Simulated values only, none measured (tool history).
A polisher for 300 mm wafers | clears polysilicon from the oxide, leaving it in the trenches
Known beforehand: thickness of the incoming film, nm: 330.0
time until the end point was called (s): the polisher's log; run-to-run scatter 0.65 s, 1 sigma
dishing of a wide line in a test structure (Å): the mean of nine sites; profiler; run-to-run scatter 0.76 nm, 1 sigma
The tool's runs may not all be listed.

run    day  flow of slurry (ml/min)  pressure of the wafer on the pad (psi)  speed of the pad under the wafer (m/s)  overpolish time after the end point (s)  time until the end point was called (s)  dishing of a wide line in a test structure (Å)
  1  0.000                      295                                     2.7                                    0.88                                        9                                   31.874                                          382.88
  2  0.029                      295                                     2.4                                    0.88                                        9                                   34.195                                          346.42
  3  0.283                      295                                     2.3                                    0.82                                       11                                   38.373                                          373.79
  4  0.625                      295                                     2.1                                    0.80                                       12                                   43.059                                          361.70
  5  0.708                      295                                     2.0                                    0.80                                       13                                   45.091                                          361.19
  6  1.008                      295                                     2.0                                    0.80                                       11                                   46.025                                          342.57

For run 7, what comes out?
  7  1.112                      295                                     2.0                                    0.80                                       12                                        ?                                               ?

{"run 7": {"time until the end point was called (s)": 45.34, "dishing of a wide line in a test structure (Å)": 351.66}}
